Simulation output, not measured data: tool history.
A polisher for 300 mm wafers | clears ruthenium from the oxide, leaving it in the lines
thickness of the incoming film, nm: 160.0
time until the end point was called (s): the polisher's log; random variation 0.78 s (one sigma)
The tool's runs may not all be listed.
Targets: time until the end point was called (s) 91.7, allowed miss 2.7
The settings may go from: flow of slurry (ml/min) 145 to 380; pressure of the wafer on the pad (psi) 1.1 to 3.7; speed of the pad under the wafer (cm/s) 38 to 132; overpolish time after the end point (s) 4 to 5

| run | hour | flow of slurry (ml/min) | pressure of the wafer on the pad (psi) | speed of the pad under the wafer (cm/s) | overpolish time after the end point (s) | time until the end point was called (s) |
|---|---|---|---|---|---|---|
| 1 | 0 | 245 | 2.4 | 84 | 5 | 119.56 |
| 2 | 2.9 | 250 | 2.6 | 84 | 5 | 111.69 |
| 3 | 3.7 | 220 | 2.6 | 84 | 5 | 112.62 |
| 4 | 10.3 | 225 | 2.7 | 84 | 5 | 109.84 |
| 5 | 12.6 | 235 | 2.8 | 84 | 5 | 105.47 |
| 6 | 16.6 | 240 | 2.9 | 84 | 5 | 102.5 |
| 7 | 17.6 | 240 | 3 | 84 | 5 | 99.78 |
| 8 | 23 | 240 | 3.1 | 84 | 5 | 96.823 |
| 9 | 28.8 | 240 | 3.1 | 84 | 5 | 98.161 |
| 10 | 35 | 240 | 3.2 | 84 | 5 | 94.426 |

Which of these 5 next moves meets every target?
| A | 41.2 | 200 | 3.2 | 82 | 4 | ? |
| B | 41.2 | 250 | 2.8 | 88 | 5 | ? |
| C | 41.2 | 250 | 3 | 92 | 4 | ? |
| D | 41.2 | 230 | 3.2 | 82 | 5 | ? |
| E | 41.2 | 260 | 3.4 | 74 | 5 | ? |

| move | time until the end point was called (s) |
|---|---|
| A | 99.848 |
| B | 103.13 |
| C | 93.951 |
| D | 98.378 |
| E | 100.07 |
A: further off than the last run
B: further off than the last run
C: meets every target
D: further off than the last run
E: further off than the last run
Move C is the one to make.

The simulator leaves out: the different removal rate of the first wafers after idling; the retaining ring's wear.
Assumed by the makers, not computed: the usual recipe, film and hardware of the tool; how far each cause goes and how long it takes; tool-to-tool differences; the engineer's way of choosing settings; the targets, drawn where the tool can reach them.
